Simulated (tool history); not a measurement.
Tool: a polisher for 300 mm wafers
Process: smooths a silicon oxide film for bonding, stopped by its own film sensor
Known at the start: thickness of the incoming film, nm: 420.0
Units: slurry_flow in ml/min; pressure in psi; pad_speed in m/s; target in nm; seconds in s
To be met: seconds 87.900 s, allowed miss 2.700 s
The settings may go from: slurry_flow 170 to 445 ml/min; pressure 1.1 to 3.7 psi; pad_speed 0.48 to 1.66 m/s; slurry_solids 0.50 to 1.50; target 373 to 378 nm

run	hour	slurry_flow	pressure	pad_speed	slurry_solids	target	seconds
1	0.0	285	2.4	1.06	1.00	373	59.471
2	3.5	215	2.4	1.06	1.00	373	60.873
3	12.1	270	2.4	1.06	1.00	373	59.571
4	15.6	270	2.1	1.06	1.00	373	65.040
5	20.5	270	1.8	1.06	1.00	373	69.036
6	25.9	270	1.8	1.06	0.80	373	76.576
7	31.3	270	1.6	1.06	0.80	373	80.806
8	35.1	270	1.5	1.06	0.80	373	84.413
9	42.0	265	1.5	1.06	0.80	373	83.131

Which of these 4 next moves meets every target?
A	48.9	300	1.4	0.98	0.85	373	?
B	48.9	210	1.6	1.12	0.80	374	?
C	48.9	255	1.8	1.06	0.80	373	?
D	48.9	190	1.3	1.08	0.90	378	?

move	seconds
A	89.104
B	79.052
C	77.526
D	78.526
A: meets every target
B: further off than the last run
C: further off than the last run
D: further off than the last run
The right move is A.

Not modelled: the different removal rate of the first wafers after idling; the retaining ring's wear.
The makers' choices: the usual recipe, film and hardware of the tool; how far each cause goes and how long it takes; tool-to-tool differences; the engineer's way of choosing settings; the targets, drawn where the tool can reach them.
